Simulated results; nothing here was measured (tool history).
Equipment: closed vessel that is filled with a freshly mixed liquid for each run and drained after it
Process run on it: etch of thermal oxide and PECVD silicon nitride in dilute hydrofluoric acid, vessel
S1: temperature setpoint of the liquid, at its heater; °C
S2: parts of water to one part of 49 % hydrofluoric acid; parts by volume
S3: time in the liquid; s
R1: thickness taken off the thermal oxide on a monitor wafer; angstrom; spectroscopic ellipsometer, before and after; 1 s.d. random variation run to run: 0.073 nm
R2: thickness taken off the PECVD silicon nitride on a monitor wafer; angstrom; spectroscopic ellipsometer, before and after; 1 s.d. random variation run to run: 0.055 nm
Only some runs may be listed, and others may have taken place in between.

Run 1, day 0: S1 20 °C, S2 185 parts by volume, S3 1290 s. Result: R1 275.59 angstrom, R2 167.24 angstrom.
Run 2, day 0.258: S1 19.5 °C, S2 215 parts by volume, S3 1295 s. Result: R1 227.08 angstrom, R2 138.96 angstrom.
Run 3, day 0.488: S1 19.5 °C, S2 240 parts by volume, S3 1285 s. Result: R1 197.93 angstrom, R2 124.29 angstrom.
Run 4, day 0.796: S1 21 °C, S2 240 parts by volume, S3 1285 s. Result: R1 209.15 angstrom, R2 136.85 angstrom.
Run 5, day 0.954: S1 19.5 °C, S2 240 parts by volume, S3 1285 s. Result: R1 196.42 angstrom, R2 124.64 angstrom.
Run 6, day 1.121: S1 17.5 °C, S2 240 parts by volume, S3 1285 s. Result: R1 184.73 angstrom, R2 107.78 angstrom.
Run 7, day 1.354: S1 18 °C, S2 260 parts by volume, S3 1260 s. Result: R1 164.95 angstrom, R2 103.95 angstrom.
Run 8, day 1.417: S1 18 °C, S2 275 parts by volume, S3 1250 s. Result: R1 153.77 angstrom, R2 95.794 angstrom.
Run 9, day 1.65: S1 18 °C, S2 275 parts by volume, S3 1250 s. Result: R1 153.12 angstrom, R2 95.731 angstrom.
Run 10, day 1.921: S1 18 °C, S2 285 parts by volume, S3 1225 s. Result: R1 142.36 angstrom, R2 90.777 angstrom.
Run 11, day 2.058: S1 18 °C, S2 285 parts by volume, S3 1225 s. Result: R1 143.35 angstrom, R2 91.16 angstrom.

Predict the results of run 12:
Run 12, day 2.392: S1 18 °C, S2 295 parts by volume, S3 1205 s. Result: R1 ?, R2 ?.

{"run 12": {"R1": 134.49, "R2": 87.134}}
